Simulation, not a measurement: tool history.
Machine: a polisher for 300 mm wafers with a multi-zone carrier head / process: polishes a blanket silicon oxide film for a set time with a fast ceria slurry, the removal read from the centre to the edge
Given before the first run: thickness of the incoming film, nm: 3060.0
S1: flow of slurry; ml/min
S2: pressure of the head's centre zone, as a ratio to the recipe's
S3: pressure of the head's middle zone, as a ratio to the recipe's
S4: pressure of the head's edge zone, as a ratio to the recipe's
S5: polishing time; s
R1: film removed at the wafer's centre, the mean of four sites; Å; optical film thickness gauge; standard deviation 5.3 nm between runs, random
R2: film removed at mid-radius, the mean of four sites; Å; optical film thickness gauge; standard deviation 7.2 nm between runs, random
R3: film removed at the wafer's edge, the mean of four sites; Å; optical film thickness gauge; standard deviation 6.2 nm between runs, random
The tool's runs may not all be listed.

Run 1, hour 0: S1 225 ml/min, S2 1, S3 1, S4 1, S5 47 s. Result: R1 5821.8 Å, R2 5786.2 Å, R3 5523.5 Å.
Run 2, hour 1.6: S1 225 ml/min, S2 1, S3 1, S4 1, S5 51 s. Result: R1 6301.8 Å, R2 6313.9 Å, R3 6027.8 Å.
Run 3, hour 4: S1 175 ml/min, S2 1, S3 1, S4 1, S5 51 s. Result: R1 5962.7 Å, R2 6040.5 Å, R3 5871.3 Å.
Run 4, hour 12.3: S1 135 ml/min, S2 1, S3 1, S4 1, S5 51 s. Result: R1 5725.4 Å, R2 5820.8 Å, R3 5684.9 Å.
Run 5, hour 14.8: S1 135 ml/min, S2 1.07, S3 1, S4 1, S5 51 s. Result: R1 6204.3 Å, R2 5837.8 Å, R3 5629.3 Å.
Run 6, hour 21.3: S1 135 ml/min, S2 1.07, S3 1, S4 1, S5 51 s. Result: R1 6047.6 Å, R2 5832 Å, R3 5684.1 Å.
Run 7, hour 23.1: S1 135 ml/min, S2 1.02, S3 1.02, S4 1.02, S5 50 s. Result: R1 5780.2 Å, R2 5758.3 Å, R3 5578.2 Å.

Run 8 comes next. What will it give?
At hour 29.5: edge zone pressure recalibrated.
Run 8, hour 29.5: S1 135 ml/min, S2 0.97, S3 1.02, S4 1.01, S5 50 s. Result: R1 ?, R2 ?, R3 ?.

{"run 8": {"R1": 5413.7, "R2": 5852.1, "R3": 5795.2}}
